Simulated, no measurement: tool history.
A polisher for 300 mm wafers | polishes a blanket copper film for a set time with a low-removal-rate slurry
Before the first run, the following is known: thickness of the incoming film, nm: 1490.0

| run | hour | flow of slurry (ml/min) | pressure of the wafer on the pad (kPa) | speed of the pad under the wafer (cm/s) | abrasive content of the slurry | polishing time (s) | film removed (Å) |
|---|---|---|---|---|---|---|---|
| 1 | 0.0 | 315 | 13.1 | 122 | 1.0 | 91 | 2151.3 |
| 2 | 7.2 | 390 | 13.1 | 122 | 1.0 | 91 | 2184.8 |
| 3 | 13.9 | 390 | 13.1 | 122 | 1.1 | 91 | 2264.0 |
| 4 | 18.4 | 390 | 13.1 | 136 | 1.1 | 91 | 2507.0 |
| 5 | 21.5 | 355 | 13.1 | 136 | 1.1 | 91 | 2456.8 |
| 6 | 29.7 | 350 | 11.7 | 130 | 1.1 | 91 | 2162.1 |
| 7 | 35.9 | 350 | 10.3 | 122 | 1.1 | 91 | 1853.2 |
| 8 | 40.9 | 350 | 10.3 | 122 | 1.1 | 91 | 1813.2 |
| 9 | 43.7 | 350 | 9.7 | 118 | 1.1 | 91 | 1704.4 |
| 10 | 47.4 | 350 | 9.0 | 114 | 1.1 | 91 | 1545.9 |
| 11 | 50.1 | 350 | 8.3 | 112 | 1.1 | 91 | 1471.9 |
| 12 | 50.7 | 350 | 7.6 | 108 | 1.1 | 91 | 1339.6 |
| 13 | 56.0 | 350 | 7.6 | 106 | 1.1 | 91 | 1289.6 |

Predict the results of run 14:
| 14 | 63.9 | 350 | 6.9 | 104 | 1.1 | 91 | ? |

{"run 14": {"film removed (Å)": 1228.8}}
